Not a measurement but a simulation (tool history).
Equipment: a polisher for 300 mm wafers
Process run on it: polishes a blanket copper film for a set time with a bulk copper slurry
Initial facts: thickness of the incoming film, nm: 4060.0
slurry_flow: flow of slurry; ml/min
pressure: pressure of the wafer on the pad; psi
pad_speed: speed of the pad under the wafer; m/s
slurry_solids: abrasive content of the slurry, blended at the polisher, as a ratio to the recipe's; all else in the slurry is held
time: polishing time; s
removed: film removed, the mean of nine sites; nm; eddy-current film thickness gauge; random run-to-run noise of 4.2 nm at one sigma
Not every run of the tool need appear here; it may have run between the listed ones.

{"run": 1, "hour": 0.0, "slurry_flow": 245, "pressure": 2.5, "pad_speed": 1.18, "slurry_solids": 1.0, "time": 98, "removed": 898.96}
{"run": 2, "hour": 1.0, "slurry_flow": 240, "pressure": 2.2, "pad_speed": 1.18, "slurry_solids": 1.0, "time": 98, "removed": 804.8}
{"run": 3, "hour": 6.2, "slurry_flow": 240, "pressure": 2.2, "pad_speed": 1.42, "slurry_solids": 1.0, "time": 98, "removed": 894.38}
{"run": 4, "hour": 8.4, "slurry_flow": 240, "pressure": 2.2, "pad_speed": 1.42, "slurry_solids": 1.0, "time": 103, "removed": 941.84}
{"run": 5, "hour": 16.6, "slurry_flow": 235, "pressure": 1.9, "pad_speed": 1.42, "slurry_solids": 1.0, "time": 103, "removed": 817.3}
{"run": 6, "hour": 19.9, "slurry_flow": 225, "pressure": 1.7, "pad_speed": 1.42, "slurry_solids": 1.0, "time": 103, "removed": 732.16}
{"run": 7, "hour": 22.0, "slurry_flow": 210, "pressure": 1.6, "pad_speed": 1.42, "slurry_solids": 1.0, "time": 103, "removed": 680.49}

Run 8 is up next; what results do you expect?
{"run": 8, "hour": 24.2, "slurry_flow": 195, "pressure": 1.6, "pad_speed": 1.42, "slurry_solids": 1.0, "time": 103, "removed": "?"}

Logged for run 8: removed 667.50 nm.
